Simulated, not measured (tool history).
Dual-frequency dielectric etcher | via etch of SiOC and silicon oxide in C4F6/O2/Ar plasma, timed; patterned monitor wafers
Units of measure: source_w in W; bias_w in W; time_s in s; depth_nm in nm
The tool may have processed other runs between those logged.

| run | hour | source_w | bias_w | time_s | depth_nm |
|---|---|---|---|---|---|
| 1 | 0.0 | 340 | 142 | 110.5 | 125.97 |
| 2 | 7.0 | 320 | 133 | 110.5 | 120.25 |
| 3 | 14.7 | 320 | 113 | 110.5 | 111.94 |
| 4 | 21.6 | 310 | 110 | 110.5 | 109.03 |
| 5 | 26.5 | 260 | 110 | 110.5 | 101.37 |
| 6 | 34.8 | 300 | 110 | 110.5 | 106.98 |

Expected results for the next run?
| 7 | 36.7 | 290 | 109 | 110.5 | ? |

Logged for run 7: depth_nm 105.21 nm.

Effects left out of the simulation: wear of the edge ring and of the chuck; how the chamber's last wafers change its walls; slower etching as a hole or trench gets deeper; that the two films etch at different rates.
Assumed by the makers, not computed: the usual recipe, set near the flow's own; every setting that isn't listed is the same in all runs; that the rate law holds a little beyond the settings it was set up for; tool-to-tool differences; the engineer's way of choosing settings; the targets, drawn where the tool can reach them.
